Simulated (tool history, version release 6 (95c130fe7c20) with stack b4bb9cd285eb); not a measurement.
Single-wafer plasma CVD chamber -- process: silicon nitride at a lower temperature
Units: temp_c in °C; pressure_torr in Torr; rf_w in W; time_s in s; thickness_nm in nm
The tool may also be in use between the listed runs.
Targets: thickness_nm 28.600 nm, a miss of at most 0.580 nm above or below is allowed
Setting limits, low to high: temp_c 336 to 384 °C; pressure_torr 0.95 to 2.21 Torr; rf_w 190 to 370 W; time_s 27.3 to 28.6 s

| run | day | temp_c | pressure_torr | rf_w | time_s | thickness_nm |
|---|---|---|---|---|---|---|
| 1 | 0.000 | 360 | 1.58 | 280 | 28.6 | 35.500 |
| 2 | 0.133 | 360 | 1.58 | 280 | 27.3 | 33.947 |
| 3 | 0.404 | 360 | 1.58 | 250 | 27.3 | 30.350 |
| 4 | 0.725 | 352 | 1.58 | 250 | 27.3 | 30.449 |
| 5 | 0.896 | 352 | 1.85 | 250 | 27.3 | 32.655 |
| 6 | 1.171 | 352 | 1.85 | 250 | 27.3 | 32.558 |
| 7 | 1.354 | 352 | 1.74 | 250 | 27.3 | 31.796 |
|  | 1.588 | thermocouple changed; heater temperature recalibrated |
| 8 | 1.588 | 352 | 1.74 | 250 | 27.3 | 31.686 |
| 9 | 1.950 | 352 | 1.65 | 250 | 27.3 | 31.043 |
| 10 | 2.242 | 352 | 1.58 | 250 | 27.3 | 30.940 |
| 11 | 2.554 | 352 | 1.50 | 250 | 27.3 | 30.267 |
| 12 | 2.638 | 352 | 1.45 | 250 | 27.3 | 29.427 |
| 13 | 2.850 | 352 | 1.43 | 250 | 27.3 | 29.525 |
| 14 | 3.167 | 352 | 1.40 | 250 | 27.3 | 29.156 |

Below are 5 possible settings for the next run. Only one of them brings all results inside the allowed miss of their targets. Which is it?
| A | 3.483 | 359 | 1.72 | 225 | 27.3 | ? |
| B | 3.483 | 352 | 1.43 | 245 | 28.2 | ? |
| C | 3.483 | 356 | 1.45 | 255 | 27.4 | ? |
| D | 3.483 | 354 | 1.49 | 250 | 27.7 | ? |
| E | 3.483 | 348 | 1.38 | 260 | 27.3 | ? |

| move | thickness_nm |
|---|---|
| A | 28.724 |
| B | 30.145 |
| C | 30.513 |
| D | 30.636 |
| E | 30.416 |
A: hits every target within its allowed miss
B: further off than the last run
C: further off than the last run
D: further off than the last run
E: further off than the last run
A is the move that brings every result within its allowed miss.

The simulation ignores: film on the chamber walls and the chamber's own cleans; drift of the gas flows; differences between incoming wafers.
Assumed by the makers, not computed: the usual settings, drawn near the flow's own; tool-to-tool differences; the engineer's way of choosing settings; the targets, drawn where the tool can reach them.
